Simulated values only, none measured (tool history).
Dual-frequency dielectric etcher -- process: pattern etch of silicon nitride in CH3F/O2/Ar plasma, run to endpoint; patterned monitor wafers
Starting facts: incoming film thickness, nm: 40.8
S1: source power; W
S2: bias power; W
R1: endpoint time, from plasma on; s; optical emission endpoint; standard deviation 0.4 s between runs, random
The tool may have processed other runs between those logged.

| run | hour | S1 | S2 | R1 |
|---|---|---|---|---|
| 1 | 0.0 | 460 | 78 | 54.450 |
| 2 | 8.6 | 460 | 72 | 56.033 |
| 3 | 13.1 | 430 | 68 | 59.102 |
| 4 | 20.0 | 410 | 65 | 61.927 |
| 5 | 27.7 | 350 | 65 | 69.259 |
| 6 | 28.9 | 340 | 65 | 70.380 |
| 7 | 29.7 | 270 | 60 | 88.363 |
| 8 | 37.2 | 280 | 60 | 86.652 |
| 9 | 38.0 | 290 | 60 | 83.483 |
| 10 | 38.8 | 300 | 60 | 79.694 |

What does the tool deliver on the next run?
| 11 | 44.6 | 310 | 60 | ? |

{"run 11": {"R1": 78.486}}
